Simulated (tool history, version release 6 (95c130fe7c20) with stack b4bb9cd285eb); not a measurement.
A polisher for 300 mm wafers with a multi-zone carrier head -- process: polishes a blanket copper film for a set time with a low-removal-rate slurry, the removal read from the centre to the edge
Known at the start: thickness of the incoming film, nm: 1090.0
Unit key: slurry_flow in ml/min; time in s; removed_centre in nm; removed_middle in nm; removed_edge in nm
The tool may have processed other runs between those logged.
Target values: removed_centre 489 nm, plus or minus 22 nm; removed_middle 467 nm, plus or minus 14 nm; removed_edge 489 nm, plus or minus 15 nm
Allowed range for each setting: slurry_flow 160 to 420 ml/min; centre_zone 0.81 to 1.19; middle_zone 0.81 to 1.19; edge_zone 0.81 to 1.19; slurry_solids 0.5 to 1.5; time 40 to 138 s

Run 1, hour 0: slurry_flow 270 ml/min, centre_zone 1, middle_zone 1, edge_zone 1, slurry_solids 1, time 88 s. Result: removed_centre 349.88 nm, removed_middle 350.77 nm, removed_edge 350.08 nm.
Run 2, hour 4.3: slurry_flow 275 ml/min, centre_zone 1.02, middle_zone 1.01, edge_zone 1.04, slurry_solids 1.15, time 92 s. Result: removed_centre 389.08 nm, removed_middle 389.35 nm, removed_edge 392.39 nm.
Run 3, hour 5.8: slurry_flow 285 ml/min, centre_zone 1.05, middle_zone 1.02, edge_zone 1.08, slurry_solids 1.25, time 93 s. Result: removed_centre 411.83 nm, removed_middle 393.32 nm, removed_edge 402.97 nm.
Run 4, hour 14.8: slurry_flow 285 ml/min, centre_zone 1.05, middle_zone 1.03, edge_zone 1.1, slurry_solids 1.3, time 96 s. Result: removed_centre 425.49 nm, removed_middle 423.61 nm, removed_edge 427.16 nm.
Run 5, hour 19.9: slurry_flow 285 ml/min, centre_zone 0.99, middle_zone 1.03, edge_zone 1.1, slurry_solids 1.3, time 96 s. Result: removed_centre 400.4 nm, removed_middle 420.37 nm, removed_edge 431.78 nm.
Run 6, hour 21.3: slurry_flow 285 ml/min, centre_zone 0.99, middle_zone 1.03, edge_zone 1.1, slurry_solids 1.3, time 112 s. Result: removed_centre 470.31 nm, removed_middle 483.83 nm, removed_edge 499.21 nm.
Run 7, hour 23.4: slurry_flow 285 ml/min, centre_zone 1, middle_zone 1.02, edge_zone 1.09, slurry_solids 1.3, time 112 s. Result: removed_centre 470.14 nm, removed_middle 486.95 nm, removed_edge 495.41 nm.
Run 8, hour 31.9: slurry_flow 285 ml/min, centre_zone 1.01, middle_zone 1.01, edge_zone 1.09, slurry_solids 1.3, time 112 s. Result: removed_centre 476.97 nm, removed_middle 481.48 nm, removed_edge 498.37 nm.

Exactly one of the 5 candidate moves below puts every result within its allowed miss. Which one?
Run A, hour 40.4: slurry_flow 275 ml/min, centre_zone 0.98, middle_zone 0.99, edge_zone 1.05, slurry_solids 1.2, time 105 s. Result: removed_centre ?, removed_middle ?, removed_edge ?.
Run B, hour 40.4: slurry_flow 195 ml/min, centre_zone 1.03, middle_zone 1.02, edge_zone 1.13, slurry_solids 1.25, time 103 s. Result: removed_centre ?, removed_middle ?, removed_edge ?.
Run C, hour 40.4: slurry_flow 310 ml/min, centre_zone 0.96, middle_zone 1.01, edge_zone 1.13, slurry_solids 1.5, time 105 s. Result: removed_centre ?, removed_middle ?, removed_edge ?.
Run D, hour 40.4: slurry_flow 225 ml/min, centre_zone 0.95, middle_zone 1.04, edge_zone 1.02, slurry_solids 1.1, time 113 s. Result: removed_centre ?, removed_middle ?, removed_edge ?.
Run E, hour 40.4: slurry_flow 175 ml/min, centre_zone 1.07, middle_zone 1.02, edge_zone 1.11, slurry_solids 1.4, time 113 s. Result: removed_centre ?, removed_middle ?, removed_edge ?.

move  removed_centre  removed_middle  removed_edge
   A          428.51          428.86        450.04
   B          425.97          417.68        448.31
   C          446.92           463.7        494.77
   D          427.68          461.68        460.49
   E           489.8          462.96        494.44
A: moves the result that the last run missed by most past its target, out the other side
B: moves the result that the last run missed by most past its target, out the other side
C: gets the furthest-off result to its target, but another result is out of tolerance
D: gets the furthest-off result to its target, but another result is out of tolerance
E: all results in spec
The right move is E.

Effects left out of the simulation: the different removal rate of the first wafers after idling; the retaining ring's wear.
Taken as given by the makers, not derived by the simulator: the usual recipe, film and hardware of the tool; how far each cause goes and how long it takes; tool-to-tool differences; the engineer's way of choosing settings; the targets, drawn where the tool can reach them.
